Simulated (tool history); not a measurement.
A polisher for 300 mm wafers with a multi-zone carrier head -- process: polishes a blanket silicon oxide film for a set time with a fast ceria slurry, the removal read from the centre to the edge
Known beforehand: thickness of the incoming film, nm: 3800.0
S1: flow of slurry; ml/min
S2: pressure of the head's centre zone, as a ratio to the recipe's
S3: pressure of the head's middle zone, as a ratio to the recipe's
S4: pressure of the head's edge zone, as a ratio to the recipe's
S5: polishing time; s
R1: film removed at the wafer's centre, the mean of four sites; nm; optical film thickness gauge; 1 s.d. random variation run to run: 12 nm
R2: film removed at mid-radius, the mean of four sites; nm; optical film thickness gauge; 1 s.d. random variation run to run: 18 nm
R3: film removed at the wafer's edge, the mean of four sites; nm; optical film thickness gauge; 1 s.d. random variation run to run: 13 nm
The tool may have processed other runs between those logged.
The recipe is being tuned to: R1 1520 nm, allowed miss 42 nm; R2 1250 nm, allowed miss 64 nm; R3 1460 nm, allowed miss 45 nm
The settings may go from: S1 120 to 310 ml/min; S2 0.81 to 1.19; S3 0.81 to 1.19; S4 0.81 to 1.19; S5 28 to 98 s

run,day,S1,S2,S3,S4,S5,R1,R2,R3
1,0,200,1,1,1,63,1083.5,1083.6,1030.9
2,0.067,200,1.07,1,1,63,1184.1,1059.1,1031.7
3,0.346,205,1.07,0.98,1.04,67,1231.3,1078.3,1107.6
4,0.404,205,1.07,0.98,1.1,67,1241.6,1112.2,1134.5
5,0.596,205,1.07,0.91,1.1,67,1243.5,1039.8,1132.9
6,0.904,230,1.07,0.91,1.1,67,1266.4,1045.9,1144.7
7,0.958,230,1.06,0.9,1.12,71,1330,1107.3,1233.5
8,1.317,235,1.06,0.89,1.14,73,1366.9,1113.5,1284.5
9,1.508,240,1.06,0.9,1.15,75,1411.4,1167.2,1300.1
10,1.875,235,1.05,0.89,1.16,77,1394.9,1191.2,1356.3
11,2.025,245,1.05,0.89,1.17,78,1423.8,1193.2,1357.1

Which one of the following 4 next-run settings gets every result inside its allowed miss? There is exactly one.
A,2.175,255,1.05,0.89,1.19,81,?,?,?
B,2.175,220,0.9,0.95,1.19,85,?,?,?
C,2.175,270,1.14,0.88,1.11,69,?,?,?
D,2.175,170,0.95,0.84,1.11,84,?,?,?

move,R1,R2,R3
A,1518.5,1268.1,1465.7
B,1342.8,1385.8,1520.1
C,1413.5,1075.6,1217
D,1356.8,1202.1,1430.2
A: every result within its allowed miss
B: moves away from the targets compared with the last run
C: moves away from the targets compared with the last run
D: moves away from the targets compared with the last run
A is the move that brings every result within its allowed miss.
